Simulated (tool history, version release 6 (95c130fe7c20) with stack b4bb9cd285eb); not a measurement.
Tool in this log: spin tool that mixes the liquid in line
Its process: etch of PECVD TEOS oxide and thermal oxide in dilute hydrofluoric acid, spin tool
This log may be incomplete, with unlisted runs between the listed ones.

run	hour	temperature setpoint of the liquid (°C)	parts of water to one part of 49 % hydrofluoric acid (parts by volume)	time under the liquid (s)	thickness taken off the PECVD TEOS oxide on a monitor wafer (Å)	thickness taken off the thermal oxide on a monitor wafer (Å)
1	0.0	23.0	60	155	325.13	121.74
2	4.0	24.5	55	155	377.89	143.53
3	8.7	25.5	50	155	435.62	162.30
4	16.9	27.0	50	155	457.60	173.49
5	20.6	27.0	30	155	793.80	301.40
6	21.9	27.0	30	105	540.36	202.74

Estimate the outcome of run 7 from the log above:
7	28.7	31.0	25	105	?	?

Run 7 measured thickness taken off the PECVD TEOS oxide on a monitor wafer (Å) 759.56, thickness taken off the thermal oxide on a monitor wafer (Å) 287.11.
